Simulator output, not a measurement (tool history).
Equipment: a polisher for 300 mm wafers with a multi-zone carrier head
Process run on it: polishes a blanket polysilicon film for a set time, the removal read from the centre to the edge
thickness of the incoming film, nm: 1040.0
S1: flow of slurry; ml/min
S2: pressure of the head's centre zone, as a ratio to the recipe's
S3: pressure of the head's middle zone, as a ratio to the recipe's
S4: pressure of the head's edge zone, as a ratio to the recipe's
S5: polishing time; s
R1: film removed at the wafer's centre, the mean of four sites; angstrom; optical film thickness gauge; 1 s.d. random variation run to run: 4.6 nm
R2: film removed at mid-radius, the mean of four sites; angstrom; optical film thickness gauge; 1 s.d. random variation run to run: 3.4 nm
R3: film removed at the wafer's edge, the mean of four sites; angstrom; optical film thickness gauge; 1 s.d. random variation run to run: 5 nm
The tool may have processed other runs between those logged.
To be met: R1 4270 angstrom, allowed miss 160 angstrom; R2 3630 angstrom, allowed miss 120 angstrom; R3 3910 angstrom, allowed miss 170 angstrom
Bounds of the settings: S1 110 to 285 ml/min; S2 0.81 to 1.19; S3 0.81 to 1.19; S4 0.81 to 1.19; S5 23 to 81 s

run	hour	S1	S2	S3	S4	S5	R1	R2	R3
1	0	180	1	1	1	52	3071	3240.5	3395.5
2	4.2	180	1	0.97	1	52	3057	3184.8	3411.9
3	9.5	180	0.94	0.97	1	52	2878	3136.8	3371.3
4	13.2	190	0.99	0.97	1	53	3144.8	3221.8	3519.3
5	20.1	200	1.02	0.98	1	53	3207.1	3383.6	3488
6	27.5	200	1.02	1.05	1	53	3292.7	3505.8	3504
7	31.6	250	1.12	0.95	1.08	56	3935	3477.8	3992.5
8	36.7	250	1.12	0.95	1.08	56	3997.1	3493.4	3950.1
9	38	255	1.13	0.96	1.07	56	4001.4	3574.7	3972.8
10	43	260	1.14	0.96	1.06	56	3963.7	3560.5	3873.6
11	44.4	260	1.15	0.96	1.06	56	4031.3	3583.4	3920.3
12	52.3	265	1.16	0.95	1.05	56	4044.6	3562	3879.3

Which one of the following 5 next-run settings gets every result inside its allowed miss? There is exactly one.
A	60.2	265	1.12	0.94	0.94	56	?	?	?
B	60.2	275	1.09	0.95	1.1	59	?	?	?
C	60.2	280	1.1	0.97	1.07	53	?	?	?
D	60.2	285	1.11	1.03	1.08	55	?	?	?
E	60.2	275	1.19	0.96	1.04	57	?	?	?

move	R1	R2	R3
A	3918.6	3567.4	3670.8
B	4035.3	3807.4	4185.7
C	3667	3487.3	3713
D	3850	3813.9	3873.5
E	4261	3709.3	3932.4
A: misses by more than the last run did
B: misses by more than the last run did
C: misses by more than the last run did
D: misses by more than the last run did
E: every result within its allowed miss
Correct choice: E, which meets every target
